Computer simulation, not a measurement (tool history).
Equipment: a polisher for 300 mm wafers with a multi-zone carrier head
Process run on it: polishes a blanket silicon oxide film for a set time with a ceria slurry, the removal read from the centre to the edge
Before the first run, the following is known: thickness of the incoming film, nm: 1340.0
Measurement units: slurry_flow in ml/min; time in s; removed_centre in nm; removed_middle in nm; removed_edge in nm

run    day  slurry_flow  centre_zone  middle_zone  edge_zone  time  removed_centre  removed_middle  removed_edge
  1      0          205            1            1          1    55          200.74          190.46        197.01
  2  0.146          205         1.08            1          1    55          213.74          196.03        193.84
  3  0.333          205         1.08         1.01       0.97    51          198.46          183.54        177.76
  4  0.392          200         1.08         1.01       0.95    48          184.18           169.8        163.95
  5  0.721          235         1.08         1.01       0.95    48           189.9          171.94        168.19
  6  1.029          225         1.07         1.01       0.92    46          179.69          165.96        159.29
  7    1.2          215         1.07         1.01        0.9    44          169.45          159.24        149.61
  8  1.312          205         1.07            1       0.88    43          164.57          150.96        141.98
  9  1.467          195         1.06            1       0.87    43          163.52          153.33        142.16
 10   1.75          195         1.04            1       0.82    37          137.64          129.97        118.88
     2.075  -- edge zone pressure recalibrated
 11  2.075          205         1.05         1.01       0.83    37          141.98          129.61        119.87
 12  2.429          205         1.05         1.03       0.85    37           141.1          130.43        120.76

The next listed run, before its measurement:
 13  2.575          205         1.05         1.04       0.85    38               ?               ?             ?

{"run 13": {"removed_centre": 144.29, "removed_middle": 141.46, "removed_edge": 123.9}}

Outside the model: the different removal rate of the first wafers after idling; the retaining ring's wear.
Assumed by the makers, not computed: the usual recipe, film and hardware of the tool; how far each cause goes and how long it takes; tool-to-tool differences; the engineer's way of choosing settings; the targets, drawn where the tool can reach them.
